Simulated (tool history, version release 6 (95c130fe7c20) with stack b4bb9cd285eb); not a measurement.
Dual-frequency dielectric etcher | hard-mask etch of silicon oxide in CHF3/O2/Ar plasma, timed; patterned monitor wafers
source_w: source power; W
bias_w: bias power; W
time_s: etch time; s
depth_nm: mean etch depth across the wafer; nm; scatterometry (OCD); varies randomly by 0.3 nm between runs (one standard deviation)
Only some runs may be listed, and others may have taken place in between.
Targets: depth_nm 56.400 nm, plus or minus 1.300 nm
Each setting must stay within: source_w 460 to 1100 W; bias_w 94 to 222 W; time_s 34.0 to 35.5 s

run  hour  source_w  bias_w  time_s  depth_nm
  1   0.0       780     158    34.0    67.921
  2   3.6       650     158    34.0    63.872
  3   6.5       630     156    34.0    63.463
  4   8.9       630     180    34.0    66.725
  5  14.0       630     180    35.5    69.018
  6  15.3       630     180    34.0    67.153
  7  20.2       610     175    34.0    66.195
  8  27.7       590     169    34.0    64.613
  9  31.5       580     164    34.0    62.978
 10  36.6       570     161    34.0    62.241

5 next moves are on the table. One of them brings every result within its allowed miss. Which?
  A  41.7       500     181    35.0         ?
  B  41.7       540     108    34.5         ?
  C  41.7       620     166    35.0         ?
  D  41.7       560     181    35.0         ?
  E  41.7       480     141    35.5         ?

move  depth_nm
   A    65.249
   B    56.250
   C    66.945
   D    67.044
   E    60.707
A: its largest miss is bigger than the last run's
B: all results in spec
C: its largest miss is bigger than the last run's
D: its largest miss is bigger than the last run's
E: closes in on the targets versus the last run, not all within tolerance yet
B is the move that brings every result within its allowed miss.
